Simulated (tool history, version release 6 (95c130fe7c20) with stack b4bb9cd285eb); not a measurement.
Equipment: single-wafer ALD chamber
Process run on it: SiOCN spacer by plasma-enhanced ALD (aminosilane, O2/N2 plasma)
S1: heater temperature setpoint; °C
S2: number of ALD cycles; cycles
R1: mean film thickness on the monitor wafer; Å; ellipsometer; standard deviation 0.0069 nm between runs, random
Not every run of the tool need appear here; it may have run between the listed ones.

{"run": 1, "hour": 0.0, "S1": 400, "S2": 40, "R1": 23.719}
{"run": 2, "hour": 0.8, "S1": 400, "S2": 45, "R1": 26.877}
{"run": 3, "hour": 6.0, "S1": 393, "S2": 45, "R1": 26.899}
{"run": 4, "hour": 9.9, "S1": 393, "S2": 41, "R1": 24.348}
{"run": 5, "hour": 15.4, "S1": 393, "S2": 38, "R1": 22.61}
{"run": 6, "hour": 19.7, "S1": 388, "S2": 38, "R1": 22.59}
{"run": 7, "hour": 24.2, "S1": 388, "S2": 36, "R1": 21.434}

Forecast run 8:
{"run": 8, "hour": 30.5, "S1": 388, "S2": 35, "R1": "?"}

{"run 8": {"R1": 20.763}}

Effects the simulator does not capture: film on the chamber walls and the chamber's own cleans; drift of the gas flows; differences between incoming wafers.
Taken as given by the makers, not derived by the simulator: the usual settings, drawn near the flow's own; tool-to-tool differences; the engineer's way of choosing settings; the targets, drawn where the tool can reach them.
